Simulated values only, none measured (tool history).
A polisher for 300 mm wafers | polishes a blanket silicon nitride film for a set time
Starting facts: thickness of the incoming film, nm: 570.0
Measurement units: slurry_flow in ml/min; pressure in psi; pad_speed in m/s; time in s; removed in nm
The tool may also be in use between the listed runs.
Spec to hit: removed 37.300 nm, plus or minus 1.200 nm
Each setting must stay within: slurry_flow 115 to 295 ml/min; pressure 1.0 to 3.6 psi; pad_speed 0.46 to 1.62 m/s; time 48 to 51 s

run 1 hour=0.0 | slurry_flow=190 pressure=2.3 pad_speed=1.04 time=48 | removed=46.652
run 2 hour=2.9 | slurry_flow=190 pressure=2.6 pad_speed=1.04 time=48 | removed=52.701
run 3 hour=6.4 | slurry_flow=190 pressure=2.5 pad_speed=1.04 time=48 | removed=51.148
run 4 hour=13.3 | slurry_flow=145 pressure=2.5 pad_speed=1.04 time=48 | removed=48.538
run 5 hour=20.4 | slurry_flow=145 pressure=2.5 pad_speed=1.24 time=48 | removed=55.368
run 6 hour=23.4 | slurry_flow=145 pressure=2.4 pad_speed=1.24 time=48 | removed=53.151
run 7 hour=31.4 | slurry_flow=140 pressure=1.8 pad_speed=1.22 time=48 | removed=41.030
run 8 hour=32.1 | slurry_flow=135 pressure=1.7 pad_speed=1.22 time=48 | removed=38.616

Below are 5 possible settings for the next run. Only one of them brings all results inside the allowed miss of their targets. Which is it?
run A hour=32.8 | slurry_flow=125 pressure=1.8 pad_speed=1.20 time=49 | removed=?
run B hour=32.8 | slurry_flow=115 pressure=2.4 pad_speed=0.94 time=48 | removed=?
run C hour=32.8 | slurry_flow=120 pressure=2.4 pad_speed=0.84 time=49 | removed=?
run D hour=32.8 | slurry_flow=125 pressure=1.6 pad_speed=1.36 time=51 | removed=?
run E hour=32.8 | slurry_flow=130 pressure=1.5 pad_speed=1.26 time=50 | removed=?

move=A removed=39.957
move=B removed=41.555
move=C removed=39.868
move=D removed=41.180
move=E removed=36.711
A: further off than the last run
B: further off than the last run
C: further off than the last run
D: further off than the last run
E: every result lands within tolerance
The move that meets every target is E.
